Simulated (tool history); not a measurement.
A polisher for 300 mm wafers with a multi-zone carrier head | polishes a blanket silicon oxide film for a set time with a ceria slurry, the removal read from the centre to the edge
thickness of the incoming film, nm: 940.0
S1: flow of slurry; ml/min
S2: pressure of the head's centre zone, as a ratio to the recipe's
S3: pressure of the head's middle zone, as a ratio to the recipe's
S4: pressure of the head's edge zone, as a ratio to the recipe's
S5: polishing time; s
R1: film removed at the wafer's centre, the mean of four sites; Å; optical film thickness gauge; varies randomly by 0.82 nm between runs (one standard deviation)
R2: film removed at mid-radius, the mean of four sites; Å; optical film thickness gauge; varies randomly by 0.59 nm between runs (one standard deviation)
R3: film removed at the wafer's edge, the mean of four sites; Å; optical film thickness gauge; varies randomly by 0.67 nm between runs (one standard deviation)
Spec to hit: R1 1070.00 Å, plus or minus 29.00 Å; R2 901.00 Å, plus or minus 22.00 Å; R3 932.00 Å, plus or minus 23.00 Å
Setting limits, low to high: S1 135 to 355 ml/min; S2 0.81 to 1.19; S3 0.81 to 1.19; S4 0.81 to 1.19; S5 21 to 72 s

run 1 hour=0.0 | S1=225 S2=1.00 S3=1.00 S4=1.00 S5=46 | R1=1512.10 R2=1463.60 R3=1436.60
run 2 hour=7.5 | S1=220 S2=1.00 S3=0.98 S4=0.98 S5=44 | R1=1425.10 R2=1386.70 R3=1371.00
run 3 hour=14.8 | S1=220 S2=1.00 S3=0.98 S4=0.98 S5=53 | R1=1691.60 R2=1689.40 R3=1617.50
run 4 hour=23.3 | S1=220 S2=1.01 S3=0.96 S4=0.96 S5=49 | R1=1593.40 R2=1516.10 R3=1487.40
run 5 hour=26.8 | S1=220 S2=1.01 S3=0.95 S4=0.94 S5=46 | R1=1485.70 R2=1418.00 R3=1385.80
run 6 hour=33.0 | S1=220 S2=1.02 S3=0.93 S4=0.92 S5=43 | R1=1400.70 R2=1309.10 R3=1298.80
run 7 hour=40.9 | S1=220 S2=1.02 S3=0.93 S4=0.92 S5=43 | R1=1401.70 R2=1282.40 R3=1286.60
-- hour=42.0 edge zone pressure recalibrated
run 8 hour=42.0 | S1=190 S2=1.03 S3=0.83 S4=0.82 S5=30 | R1=987.63 R2=801.98 R3=872.77
run 9 hour=43.4 | S1=205 S2=1.03 S3=0.84 S4=0.82 S5=30 | R1=1000.60 R2=821.46 R3=890.58
run 10 hour=47.5 | S1=215 S2=1.03 S3=0.85 S4=0.82 S5=30 | R1=987.94 R2=837.28 R3=889.16
run 11 hour=55.9 | S1=225 S2=1.04 S3=0.85 S4=0.82 S5=30 | R1=996.04 R2=846.44 R3=899.83
run 12 hour=61.9 | S1=290 S2=1.10 S3=0.89 S4=0.83 S5=30 | R1=1110.20 R2=889.02 R3=914.46

Which of these 5 next moves meets every target?
run A hour=67.9 | S1=300 S2=1.00 S3=0.82 S4=0.88 S5=32 | R1=? R2=? R3=?
run B hour=67.9 | S1=300 S2=1.10 S3=0.86 S4=0.85 S5=32 | R1=? R2=? R3=?
run C hour=67.9 | S1=255 S2=1.09 S3=0.84 S4=0.88 S5=32 | R1=? R2=? R3=?
run D hour=67.9 | S1=305 S2=1.16 S3=0.88 S4=0.83 S5=30 | R1=? R2=? R3=?
run E hour=67.9 | S1=355 S2=1.08 S3=0.91 S4=0.89 S5=29 | R1=? R2=? R3=?

move=A R1=1061.00 R2=898.82 R3=1012.50
move=B R1=1168.20 R2=934.15 R3=996.24
move=C R1=1137.80 R2=902.29 R3=1000.40
move=D R1=1157.40 R2=893.58 R3=924.95
move=E R1=1056.00 R2=899.72 R3=931.23
A: corrects the largest miss of the last run, while another result sits out of spec
B: lands further from the targets than the last run did
C: lands further from the targets than the last run did
D: lands further from the targets than the last run did
E: all results in spec
Move E is the one to make.

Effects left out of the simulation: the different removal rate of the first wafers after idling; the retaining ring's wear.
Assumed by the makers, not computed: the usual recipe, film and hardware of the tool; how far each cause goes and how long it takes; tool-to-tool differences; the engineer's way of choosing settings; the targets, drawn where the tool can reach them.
